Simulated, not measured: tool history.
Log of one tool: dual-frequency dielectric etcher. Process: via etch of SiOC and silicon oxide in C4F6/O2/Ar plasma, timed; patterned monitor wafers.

| run | hour | source power (W) | bias power (W) | etch time (s) | mean etch depth across the wafer (nm) |
|---|---|---|---|---|---|
| 1 | 0 | 390 | 172 | 76 | 88.019 |
| 2 | 1.5 | 450 | 172 | 76 | 93.883 |
| 3 | 4.7 | 450 | 172 | 76 | 93.85 |
| 4 | 13.1 | 420 | 167 | 76 | 89.296 |
| 5 | 15.6 | 420 | 192 | 76 | 95.321 |
| 6 | 24 | 390 | 186 | 76 | 90.976 |

The next listed run, before its measurement:
| 7 | 26.1 | 370 | 181 | 76 | ? |

{"run 7": {"mean etch depth across the wafer (nm)": 86.956}}
